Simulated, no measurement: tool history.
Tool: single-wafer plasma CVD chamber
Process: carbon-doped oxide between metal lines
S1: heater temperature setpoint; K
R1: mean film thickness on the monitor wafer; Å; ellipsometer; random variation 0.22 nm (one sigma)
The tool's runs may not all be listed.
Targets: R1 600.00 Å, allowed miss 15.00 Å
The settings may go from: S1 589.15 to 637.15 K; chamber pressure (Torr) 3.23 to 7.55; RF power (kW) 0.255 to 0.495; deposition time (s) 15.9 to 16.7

run 1 hour=0.0 | S1=613.15 chamber_pressure_(Torr)=5.39 RF_power_(kW)=0.375 deposition_time_(s)=16.7 | R1=729.20
run 2 hour=1.0 | S1=614.15 chamber_pressure_(Torr)=5.27 RF_power_(kW)=0.365 deposition_time_(s)=16.7 | R1=708.89
run 3 hour=8.6 | S1=614.15 chamber_pressure_(Torr)=4.56 RF_power_(kW)=0.365 deposition_time_(s)=16.7 | R1=687.31
run 4 hour=9.9 | S1=615.15 chamber_pressure_(Torr)=4.37 RF_power_(kW)=0.360 deposition_time_(s)=16.7 | R1=677.63
run 5 hour=11.1 | S1=615.15 chamber_pressure_(Torr)=4.37 RF_power_(kW)=0.360 deposition_time_(s)=15.9 | R1=646.77
run 6 hour=17.0 | S1=609.15 chamber_pressure_(Torr)=4.37 RF_power_(kW)=0.360 deposition_time_(s)=15.9 | R1=656.09
run 7 hour=25.1 | S1=609.15 chamber_pressure_(Torr)=4.22 RF_power_(kW)=0.355 deposition_time_(s)=15.9 | R1=643.25
run 8 hour=33.8 | S1=609.15 chamber_pressure_(Torr)=4.10 RF_power_(kW)=0.350 deposition_time_(s)=15.9 | R1=630.14
run 9 hour=34.8 | S1=609.15 chamber_pressure_(Torr)=4.01 RF_power_(kW)=0.350 deposition_time_(s)=15.9 | R1=630.07
run 10 hour=38.0 | S1=609.15 chamber_pressure_(Torr)=3.91 RF_power_(kW)=0.350 deposition_time_(s)=15.9 | R1=626.03
run 11 hour=43.7 | S1=609.15 chamber_pressure_(Torr)=3.83 RF_power_(kW)=0.350 deposition_time_(s)=15.9 | R1=628.32
run 12 hour=47.2 | S1=609.15 chamber_pressure_(Torr)=3.76 RF_power_(kW)=0.350 deposition_time_(s)=15.9 | R1=624.19
run 13 hour=54.1 | S1=609.15 chamber_pressure_(Torr)=3.69 RF_power_(kW)=0.350 deposition_time_(s)=15.9 | R1=627.96

4 next moves are on the table. One of them brings every result within its allowed miss. Which?
run A hour=61.0 | S1=611.15 chamber_pressure_(Torr)=3.23 RF_power_(kW)=0.325 deposition_time_(s)=15.9 | R1=?
run B hour=61.0 | S1=608.15 chamber_pressure_(Torr)=3.73 RF_power_(kW)=0.345 deposition_time_(s)=16.5 | R1=?
run C hour=61.0 | S1=601.15 chamber_pressure_(Torr)=4.25 RF_power_(kW)=0.310 deposition_time_(s)=16.7 | R1=?
run D hour=61.0 | S1=613.15 chamber_pressure_(Torr)=3.57 RF_power_(kW)=0.360 deposition_time_(s)=15.9 | R1=?

move=A R1=563.71
move=B R1=637.15
move=C R1=600.75
move=D R1=627.77
A: takes the result that was furthest off past its target
B: further off than the last run
C: meets every target
D: as far off as the last run
Move C is the one to make.
